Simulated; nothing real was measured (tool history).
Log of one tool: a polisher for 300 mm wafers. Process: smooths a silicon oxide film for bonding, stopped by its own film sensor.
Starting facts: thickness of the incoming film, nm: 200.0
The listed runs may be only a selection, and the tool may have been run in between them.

| run | hour | flow of slurry (ml/min) | pressure of the wafer on the pad (psi) | speed of the pad under the wafer (m/s) | abrasive content of the slurry | target thickness at which the film sensor stops the polish (Å) | time until the film sensor stopped the polish (s) |
|---|---|---|---|---|---|---|---|
| 1 | 0.0 | 205 | 2.1 | 0.98 | 1.0 | 1280 | 90.282 |
| 2 | 3.2 | 205 | 1.9 | 0.96 | 1.0 | 1280 | 100.510 |
| 3 | 8.9 | 205 | 1.8 | 0.94 | 1.0 | 1280 | 104.520 |
| 4 | 11.8 | 205 | 1.7 | 0.92 | 1.0 | 1280 | 108.160 |
| 5 | 18.3 | 205 | 1.6 | 0.88 | 1.0 | 1280 | 117.990 |
| 6 | 23.8 | 175 | 1.6 | 0.88 | 1.0 | 1280 | 119.490 |

For run 7, what comes out?
| 7 | 32.5 | 175 | 1.5 | 0.86 | 1.0 | 1280 | ? |

Run 7 came out at time until the film sensor stopped the polish (s) 126.630.
